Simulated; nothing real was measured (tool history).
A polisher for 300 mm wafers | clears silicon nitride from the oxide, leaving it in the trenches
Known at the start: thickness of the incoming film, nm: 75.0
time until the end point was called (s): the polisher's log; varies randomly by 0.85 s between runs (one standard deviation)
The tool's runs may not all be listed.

run	hour	flow of slurry (ml/min)	pressure of the wafer on the pad (kPa)	speed of the pad under the wafer (m/s)	overpolish time after the end point (s)	time until the end point was called (s)
1	0.0	280	21.4	1.04	7	59.011
2	7.9	280	21.4	1.04	5	58.872
3	15.4	280	22.1	1.04	5	55.491
4	18.4	280	22.8	1.04	5	55.504
5	20.6	280	23.4	1.04	5	52.579
6	23.3	280	24.1	1.04	5	51.794
7	26.1	280	24.8	1.04	5	50.646

What does the tool deliver on the next run?
8	31.4	280	25.5	1.04	5	?

{"run 8": {"time until the end point was called (s)": 46.916}}

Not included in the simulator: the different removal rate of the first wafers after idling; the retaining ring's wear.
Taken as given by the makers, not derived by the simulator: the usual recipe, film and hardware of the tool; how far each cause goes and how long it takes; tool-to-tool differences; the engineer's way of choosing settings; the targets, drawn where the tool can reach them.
